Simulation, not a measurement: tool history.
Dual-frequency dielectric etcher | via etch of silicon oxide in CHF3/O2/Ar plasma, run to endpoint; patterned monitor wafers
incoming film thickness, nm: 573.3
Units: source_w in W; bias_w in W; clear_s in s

run 1 hour=0 | source_w=590 bias_w=201 | clear_s=258.94
run 2 hour=7 | source_w=540 bias_w=189 | clear_s=275.34
run 3 hour=14.4 | source_w=630 bias_w=189 | clear_s=251.74
run 4 hour=22.3 | source_w=580 bias_w=184 | clear_s=264.59
run 5 hour=23.6 | source_w=490 bias_w=184 | clear_s=293.69
run 6 hour=29.7 | source_w=450 bias_w=184 | clear_s=310.7
run 7 hour=31.8 | source_w=440 bias_w=183 | clear_s=317.51
run 8 hour=37.8 | source_w=430 bias_w=183 | clear_s=321.51
run 9 hour=41.3 | source_w=380 bias_w=178 | clear_s=353.98
-- hour=48.8 source power generator calibrated
run 10 hour=48.8 | source_w=390 bias_w=178 | clear_s=358.81

The next listed run, before its measurement:
run 11 hour=56.4 | source_w=400 bias_w=178 | clear_s=?

clear_s: 352.67 s
